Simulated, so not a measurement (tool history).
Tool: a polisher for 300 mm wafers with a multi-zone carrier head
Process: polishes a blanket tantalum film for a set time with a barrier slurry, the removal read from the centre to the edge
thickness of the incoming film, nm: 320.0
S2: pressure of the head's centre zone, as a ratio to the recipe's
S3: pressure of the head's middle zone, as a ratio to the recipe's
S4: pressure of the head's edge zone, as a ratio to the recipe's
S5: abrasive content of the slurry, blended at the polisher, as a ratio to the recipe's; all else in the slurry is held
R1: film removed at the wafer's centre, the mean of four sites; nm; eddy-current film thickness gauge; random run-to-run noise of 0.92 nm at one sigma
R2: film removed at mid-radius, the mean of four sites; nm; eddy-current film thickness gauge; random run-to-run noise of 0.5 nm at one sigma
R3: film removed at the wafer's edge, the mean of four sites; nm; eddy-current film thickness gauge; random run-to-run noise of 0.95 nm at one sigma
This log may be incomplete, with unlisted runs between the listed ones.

Run 1, day 0.000: flow of slurry (ml/min) 140, S2 1.00, S3 1.00, S4 1.00, S5 1.00, polishing time (s) 80. Result: R1 111.530 nm, R2 110.780 nm, R3 112.700 nm.
Run 2, day 0.104: flow of slurry (ml/min) 135, S2 0.97, S3 0.98, S4 0.98, S5 0.90, polishing time (s) 79. Result: R1 104.600 nm, R2 103.780 nm, R3 106.160 nm.
Run 3, day 0.400: flow of slurry (ml/min) 135, S2 0.97, S3 0.98, S4 0.93, S5 0.90, polishing time (s) 79. Result: R1 104.110 nm, R2 102.720 nm, R3 102.020 nm.
Run 4, day 0.762: flow of slurry (ml/min) 135, S2 0.97, S3 0.98, S4 0.97, S5 0.90, polishing time (s) 79. Result: R1 104.180 nm, R2 103.290 nm, R3 105.000 nm.
Run 5, day 1.133: flow of slurry (ml/min) 125, S2 0.94, S3 0.97, S4 0.97, S5 0.85, polishing time (s) 78. Result: R1 97.810 nm, R2 98.126 nm, R3 102.900 nm.
Run 6, day 1.188: flow of slurry (ml/min) 125, S2 0.89, S3 0.97, S4 0.97, S5 0.85, polishing time (s) 78. Result: R1 89.756 nm, R2 99.642 nm, R3 101.640 nm.

Forecast run 7:
Run 7, day 1.450: flow of slurry (ml/min) 120, S2 0.88, S3 0.96, S4 0.96, S5 0.80, polishing time (s) 77. Result: R1 ?, R2 ?, R3 ?.

{"run 7": {"R1": 86.736, "R2": 94.527, "R3": 97.221}}
